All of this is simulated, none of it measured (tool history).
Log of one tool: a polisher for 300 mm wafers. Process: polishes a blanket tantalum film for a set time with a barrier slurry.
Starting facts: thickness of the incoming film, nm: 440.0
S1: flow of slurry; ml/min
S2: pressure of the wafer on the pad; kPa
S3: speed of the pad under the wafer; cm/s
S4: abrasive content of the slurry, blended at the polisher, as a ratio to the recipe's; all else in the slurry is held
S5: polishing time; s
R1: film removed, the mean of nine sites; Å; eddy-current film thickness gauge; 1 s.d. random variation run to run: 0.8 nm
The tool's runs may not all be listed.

run	hour	S1	S2	S3	S4	S5	R1
1	0.0	260	14.5	84	1.00	41	541.46
2	2.9	260	14.5	84	1.10	41	549.60
3	7.3	260	15.2	84	1.10	41	560.16
4	8.2	260	13.8	84	1.10	41	524.45
5	11.5	260	15.2	84	1.10	41	560.64
6	17.2	260	15.2	84	1.25	41	589.01
7	25.5	260	15.9	84	1.25	41	602.51
8	28.5	260	16.5	84	1.25	41	624.23

Run 9 has not been measured yet. What should we expect?
9	29.9	260	17.2	84	1.25	41	?

{"run 9": {"R1": 631.65}}
